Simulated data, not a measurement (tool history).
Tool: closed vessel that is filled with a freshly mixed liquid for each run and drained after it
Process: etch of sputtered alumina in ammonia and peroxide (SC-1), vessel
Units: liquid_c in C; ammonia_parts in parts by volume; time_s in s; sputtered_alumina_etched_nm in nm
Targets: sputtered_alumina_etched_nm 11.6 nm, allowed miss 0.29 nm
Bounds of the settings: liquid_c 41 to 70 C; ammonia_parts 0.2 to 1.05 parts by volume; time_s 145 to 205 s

{"run": 1, "hour": 0.0, "liquid_c": 57, "ammonia_parts": 0.55, "time_s": 205, "sputtered_alumina_etched_nm": 20.116}
{"run": 2, "hour": 4.8, "liquid_c": 57, "ammonia_parts": 0.55, "time_s": 145, "sputtered_alumina_etched_nm": 14.189}
{"run": 3, "hour": 10.3, "liquid_c": 56, "ammonia_parts": 0.55, "time_s": 145, "sputtered_alumina_etched_nm": 13.48}
{"run": 4, "hour": 17.0, "liquid_c": 50, "ammonia_parts": 0.55, "time_s": 145, "sputtered_alumina_etched_nm": 9.7396}
{"run": 5, "hour": 24.2, "liquid_c": 50, "ammonia_parts": 0.65, "time_s": 145, "sputtered_alumina_etched_nm": 9.8389}
{"run": 6, "hour": 32.8, "liquid_c": 50, "ammonia_parts": 0.55, "time_s": 145, "sputtered_alumina_etched_nm": 9.7869}
{"run": 7, "hour": 41.9, "liquid_c": 54, "ammonia_parts": 0.55, "time_s": 145, "sputtered_alumina_etched_nm": 12.106}
{"run": 8, "hour": 46.0, "liquid_c": 54, "ammonia_parts": 0.55, "time_s": 145, "sputtered_alumina_etched_nm": 12.112}

Which of these 4 next moves meets every target?
{"run": "A", "hour": 50.1, "liquid_c": 51.5, "ammonia_parts": 0.55, "time_s": 150, "sputtered_alumina_etched_nm": "?"}
{"run": "B", "hour": 50.1, "liquid_c": 48.5, "ammonia_parts": 0.55, "time_s": 180, "sputtered_alumina_etched_nm": "?"}
{"run": "C", "hour": 50.1, "liquid_c": 52, "ammonia_parts": 0.35, "time_s": 160, "sputtered_alumina_etched_nm": "?"}
{"run": "D", "hour": 50.1, "liquid_c": 51.5, "ammonia_parts": 0.4, "time_s": 155, "sputtered_alumina_etched_nm": "?"}

move=A sputtered_alumina_etched_nm=10.926
move=B sputtered_alumina_etched_nm=11.116
move=C sputtered_alumina_etched_nm=11.471
move=D sputtered_alumina_etched_nm=10.953
A: takes the result that was furthest off past its target
B: takes the result that was furthest off past its target
C: meets every target
D: takes the result that was furthest off past its target
Move C is the one to make.
